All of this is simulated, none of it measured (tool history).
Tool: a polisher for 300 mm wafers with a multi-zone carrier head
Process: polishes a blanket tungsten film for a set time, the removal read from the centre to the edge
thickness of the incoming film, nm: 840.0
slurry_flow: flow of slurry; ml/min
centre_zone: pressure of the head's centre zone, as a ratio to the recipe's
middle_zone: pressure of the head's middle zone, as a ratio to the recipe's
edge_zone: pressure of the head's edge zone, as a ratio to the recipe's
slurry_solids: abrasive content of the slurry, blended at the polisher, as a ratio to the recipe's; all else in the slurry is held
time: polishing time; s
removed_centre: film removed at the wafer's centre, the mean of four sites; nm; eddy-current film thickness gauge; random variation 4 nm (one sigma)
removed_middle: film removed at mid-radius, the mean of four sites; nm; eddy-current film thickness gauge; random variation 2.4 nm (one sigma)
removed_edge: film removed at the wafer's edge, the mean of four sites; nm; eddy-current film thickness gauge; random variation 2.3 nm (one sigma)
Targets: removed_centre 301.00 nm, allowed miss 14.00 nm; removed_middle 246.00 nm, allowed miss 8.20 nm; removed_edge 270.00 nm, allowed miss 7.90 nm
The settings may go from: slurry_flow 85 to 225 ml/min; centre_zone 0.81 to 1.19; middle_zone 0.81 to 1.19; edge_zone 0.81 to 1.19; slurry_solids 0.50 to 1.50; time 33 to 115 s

run	hour	slurry_flow	centre_zone	middle_zone	edge_zone	slurry_solids	time	removed_centre	removed_middle	removed_edge
1	0.0	145	1.00	1.00	1.00	1.00	73	271.29	269.22	272.20
2	0.6	145	0.93	1.00	1.00	1.00	73	249.28	267.60	266.82
3	9.3	145	0.93	1.00	1.00	1.00	90	310.89	332.50	334.23
4	16.0	145	0.93	1.00	1.00	1.20	90	336.81	348.48	352.88
5	23.5	140	0.95	0.98	0.98	1.15	89	331.79	328.41	339.04
6	25.7	140	0.96	0.96	0.96	1.10	88	323.25	326.91	327.52
7	27.4	135	0.99	0.94	0.96	1.05	87	322.01	306.03	325.04
8	35.4	135	1.01	0.93	0.94	1.00	86	322.04	301.20	307.94
9	41.7	130	1.02	0.91	0.93	0.95	86	320.62	285.80	300.05
10	43.8	95	1.02	0.84	0.83	0.85	86	278.92	242.12	262.53

Which of these 4 next moves meets every target?
A	45.9	95	1.06	0.84	0.82	0.85	88	?	?	?
B	45.9	115	1.05	0.94	0.81	0.70	81	?	?	?
C	45.9	120	0.95	0.88	0.99	0.95	77	?	?	?
D	45.9	110	1.07	0.85	0.87	0.90	78	?	?	?

move	removed_centre	removed_middle	removed_edge
A	305.79	248.33	271.00
B	274.98	244.61	239.76
C	262.92	245.43	272.83
D	289.23	233.62	255.49
A: meets every target
B: further off than the last run
C: further off than the last run
D: brings the result that was furthest off to its target, and leaves another outside
Move A is the one to make.
